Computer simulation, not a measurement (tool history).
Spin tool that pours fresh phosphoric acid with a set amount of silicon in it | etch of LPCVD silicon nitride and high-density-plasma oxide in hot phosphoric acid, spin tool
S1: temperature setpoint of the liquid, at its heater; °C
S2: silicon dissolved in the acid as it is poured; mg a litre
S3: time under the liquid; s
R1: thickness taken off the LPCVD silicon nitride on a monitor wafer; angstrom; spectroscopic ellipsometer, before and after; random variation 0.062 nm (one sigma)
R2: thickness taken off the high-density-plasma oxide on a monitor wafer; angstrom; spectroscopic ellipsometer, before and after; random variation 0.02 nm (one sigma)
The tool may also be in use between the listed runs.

{"run": 1, "day": 0.0, "S1": 160.0, "S2": 29, "S3": 180, "R1": 156.03, "R2": 1.1519}
{"run": 2, "day": 0.096, "S1": 160.0, "S2": 29, "S3": 115, "R1": 99.902, "R2": 0.69845}
{"run": 3, "day": 0.408, "S1": 161.0, "S2": 29, "S3": 115, "R1": 103.71, "R2": 1.1213}
{"run": 4, "day": 0.667, "S1": 161.0, "S2": 29, "S3": 190, "R1": 169.67, "R2": 1.6831}
{"run": 5, "day": 0.767, "S1": 161.0, "S2": 23, "S3": 190, "R1": 170.49, "R2": 2.4924}
{"run": 6, "day": 0.8, "S1": 161.0, "S2": 39, "S3": 190, "R1": 172.4, "R2": 0.74981}
{"run": 7, "day": 0.971, "S1": 159.5, "S2": 33, "S3": 180, "R1": 154.72, "R2": 1.3583}

The next listed run, before its measurement:
{"run": 8, "day": 1.038, "S1": 159.5, "S2": 33, "S3": 180, "R1": "?", "R2": "?"}

Run 8 gave R1 153.960 angstrom, R2 1.38320 angstrom.
